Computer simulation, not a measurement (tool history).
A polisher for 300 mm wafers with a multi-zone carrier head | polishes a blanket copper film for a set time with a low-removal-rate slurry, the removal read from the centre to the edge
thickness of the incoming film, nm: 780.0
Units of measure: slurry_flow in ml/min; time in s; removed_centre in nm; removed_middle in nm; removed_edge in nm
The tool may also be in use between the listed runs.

run 1 hour=0.0 | slurry_flow=270 centre_zone=1.00 middle_zone=1.00 edge_zone=1.00 slurry_solids=1.00 time=33 | removed_centre=95.976 removed_middle=95.436 removed_edge=94.610
run 2 hour=7.2 | slurry_flow=270 centre_zone=0.96 middle_zone=1.00 edge_zone=1.00 slurry_solids=1.00 time=33 | removed_centre=93.845 removed_middle=96.541 removed_edge=93.213
run 3 hour=7.7 | slurry_flow=260 centre_zone=0.95 middle_zone=0.99 edge_zone=1.04 slurry_solids=1.10 time=34 | removed_centre=97.499 removed_middle=99.927 removed_edge=100.310
run 4 hour=14.2 | slurry_flow=210 centre_zone=0.95 middle_zone=0.99 edge_zone=1.04 slurry_solids=1.10 time=34 | removed_centre=94.459 removed_middle=96.734 removed_edge=98.603
run 5 hour=16.6 | slurry_flow=210 centre_zone=0.99 middle_zone=0.99 edge_zone=1.04 slurry_solids=1.10 time=34 | removed_centre=97.117 removed_middle=96.427 removed_edge=98.999
run 6 hour=23.8 | slurry_flow=225 centre_zone=0.97 middle_zone=0.98 edge_zone=1.07 slurry_solids=1.20 time=34 | removed_centre=97.532 removed_middle=99.579 removed_edge=102.150
run 7 hour=30.5 | slurry_flow=230 centre_zone=0.96 middle_zone=0.96 edge_zone=1.09 slurry_solids=1.25 time=34 | removed_centre=99.016 removed_middle=98.922 removed_edge=104.360
run 8 hour=38.0 | slurry_flow=235 centre_zone=0.95 middle_zone=0.95 edge_zone=1.11 slurry_solids=1.30 time=34 | removed_centre=99.313 removed_middle=97.823 removed_edge=107.520

What will run 9 give?
run 9 hour=41.6 | slurry_flow=235 centre_zone=0.95 middle_zone=0.95 edge_zone=1.11 slurry_solids=1.30 time=34 | removed_centre=? removed_middle=? removed_edge=?

{"run 9": {"removed_centre": 98.878, "removed_middle": 98.725, "removed_edge": 106.65}}
